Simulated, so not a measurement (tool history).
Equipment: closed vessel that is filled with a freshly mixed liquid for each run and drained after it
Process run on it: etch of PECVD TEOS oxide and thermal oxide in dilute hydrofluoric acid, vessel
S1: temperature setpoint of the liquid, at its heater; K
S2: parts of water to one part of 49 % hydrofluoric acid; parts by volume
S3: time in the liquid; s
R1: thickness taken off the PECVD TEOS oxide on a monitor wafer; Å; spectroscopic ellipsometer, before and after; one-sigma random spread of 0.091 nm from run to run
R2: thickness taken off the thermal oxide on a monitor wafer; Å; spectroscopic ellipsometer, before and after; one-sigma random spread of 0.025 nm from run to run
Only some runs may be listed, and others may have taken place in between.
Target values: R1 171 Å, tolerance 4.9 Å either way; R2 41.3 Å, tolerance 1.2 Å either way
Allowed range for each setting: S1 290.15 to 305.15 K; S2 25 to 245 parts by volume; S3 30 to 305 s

run,hour,S1,S2,S3,R1,R2
1,0,297.15,135,155,226.06,54.317
2,2.5,294.15,135,155,198.99,48.473
3,11.3,294.15,135,115,148.72,36.217
4,16.8,295.15,135,115,154.67,37.463
5,23,295.15,135,180,241.66,58.431
6,27.1,293.65,140,180,219.25,52.76
7,32.8,292.65,145,180,201.79,48.837
8,34.3,292.15,145,180,199.69,47.844
9,36.3,291.65,150,180,186.61,45.358

Exactly one of the 4 candidate moves below puts every result within its allowed miss. Which one?
A,38.3,304.15,170,130,?,?
B,38.3,303.15,190,150,?,?
C,38.3,305.15,245,220,?,?
D,38.3,293.15,110,110,?,?

move,R1,R2
A,185.5,44.869
B,180.29,43.609
C,205.06,49.599
D,171.79,41.551
A: an improvement on the last run, though not all results are within tolerance
B: an improvement on the last run, though not all results are within tolerance
C: lands further from the targets than the last run did
D: every result lands within tolerance
So the answer is move D, the one that meets all the targets.

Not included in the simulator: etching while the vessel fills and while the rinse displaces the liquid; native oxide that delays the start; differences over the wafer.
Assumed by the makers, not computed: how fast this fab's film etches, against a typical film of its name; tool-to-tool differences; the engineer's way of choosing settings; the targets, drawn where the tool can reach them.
